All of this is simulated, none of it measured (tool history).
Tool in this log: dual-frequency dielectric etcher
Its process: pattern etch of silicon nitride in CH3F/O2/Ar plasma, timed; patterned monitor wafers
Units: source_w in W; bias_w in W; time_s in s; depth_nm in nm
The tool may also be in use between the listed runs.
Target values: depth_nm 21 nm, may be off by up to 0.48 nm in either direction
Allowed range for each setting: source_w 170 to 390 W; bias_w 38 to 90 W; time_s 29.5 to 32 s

run  hour  source_w  bias_w  time_s  depth_nm
  1     0       280      64      32    18.592
  2     1       280      64      32    18.843
  3   5.2       300      65      32    19.623
  4  14.1       270      65      32    18.616
  5  20.4       290      66      32    19.185
  6    24       290      66    29.5    17.843
  7  30.3       310      68    29.5    18.457
  8  37.8       320      70      30    19.343

Of the 5 settings listed for the next run, only one would bring every result within its allowed miss of target. Which one?
  A  45.3       330      84      30         ?
  B  45.3       310      67      32         ?
  C  45.3       260      71    31.5         ?
  D  45.3       350      57      32         ?
  E  45.3       290      59      30         ?

move  depth_nm
   A    21.055
   B    20.067
   C    18.504
   D    20.086
   E      17.4
A: each result inside its tolerance
B: an improvement on the last run, though not all results are within tolerance
C: its largest miss is bigger than the last run's
D: an improvement on the last run, though not all results are within tolerance
E: its largest miss is bigger than the last run's
Correct choice: A, which meets every target

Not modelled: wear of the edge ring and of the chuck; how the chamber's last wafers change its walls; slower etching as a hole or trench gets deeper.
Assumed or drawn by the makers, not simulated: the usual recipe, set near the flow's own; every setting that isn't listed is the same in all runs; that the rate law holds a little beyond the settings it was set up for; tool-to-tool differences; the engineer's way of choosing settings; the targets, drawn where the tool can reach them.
